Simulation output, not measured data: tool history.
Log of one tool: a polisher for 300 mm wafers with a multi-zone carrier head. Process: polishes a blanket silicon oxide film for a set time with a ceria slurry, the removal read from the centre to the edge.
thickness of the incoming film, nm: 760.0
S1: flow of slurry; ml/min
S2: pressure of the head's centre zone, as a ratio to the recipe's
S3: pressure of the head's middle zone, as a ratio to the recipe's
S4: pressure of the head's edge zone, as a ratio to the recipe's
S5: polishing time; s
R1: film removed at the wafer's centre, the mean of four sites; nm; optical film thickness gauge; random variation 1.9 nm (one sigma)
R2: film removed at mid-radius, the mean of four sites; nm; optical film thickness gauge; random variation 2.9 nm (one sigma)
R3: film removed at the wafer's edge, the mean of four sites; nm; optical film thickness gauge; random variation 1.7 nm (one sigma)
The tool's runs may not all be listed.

run  hour   S1    S2    S3    S4  S5      R1      R2      R3
  1   0.0  185  1.00  1.00  1.00  37  178.31  178.53  178.19
  2   0.8  185  0.97  1.00  1.00  37  168.55  175.51  180.21
  3   1.4  215  0.97  1.00  1.00  37  173.14  181.37  178.96
  4   5.4  215  0.90  1.00  1.00  37  159.26  183.09  181.46
  5   9.2  215  0.93  1.03  1.02  39  174.42  198.20  194.62
  6  12.9  220  0.96  1.06  1.05  40  186.51  210.96  200.15

The next listed run, before its measurement:
  7  14.1  220  0.98  1.07  1.07  41   ?   ?   ?

R1: 192.83 nm
R2: 214.11 nm
R3: 208.77 nm
